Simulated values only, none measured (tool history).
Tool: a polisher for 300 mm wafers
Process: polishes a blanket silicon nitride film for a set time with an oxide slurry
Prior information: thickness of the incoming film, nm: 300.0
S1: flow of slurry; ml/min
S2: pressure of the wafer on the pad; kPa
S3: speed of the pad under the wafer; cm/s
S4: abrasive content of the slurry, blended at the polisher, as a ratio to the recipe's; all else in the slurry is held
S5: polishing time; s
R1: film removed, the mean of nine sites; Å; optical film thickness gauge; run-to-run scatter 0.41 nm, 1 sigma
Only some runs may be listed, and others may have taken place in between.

| run | hour | S1 | S2 | S3 | S4 | S5 | R1 |
|---|---|---|---|---|---|---|---|
| 1 | 0 | 230 | 21.4 | 134 | 1 | 52 | 357.11 |
| 2 | 6.2 | 230 | 21.4 | 134 | 0.8 | 52 | 321.05 |
| 3 | 7.1 | 230 | 17.9 | 134 | 0.8 | 52 | 272.58 |
| 4 | 14.3 | 235 | 20.7 | 134 | 0.8 | 52 | 318.26 |
| 5 | 20.3 | 235 | 20.7 | 134 | 0.65 | 52 | 281.44 |
| 6 | 23.5 | 235 | 20.7 | 154 | 0.65 | 52 | 314.1 |

Forecast run 7:
| 7 | 24.4 | 240 | 22.8 | 154 | 0.65 | 52 | ? |

Run 7 yielded R1 349.09 Å.
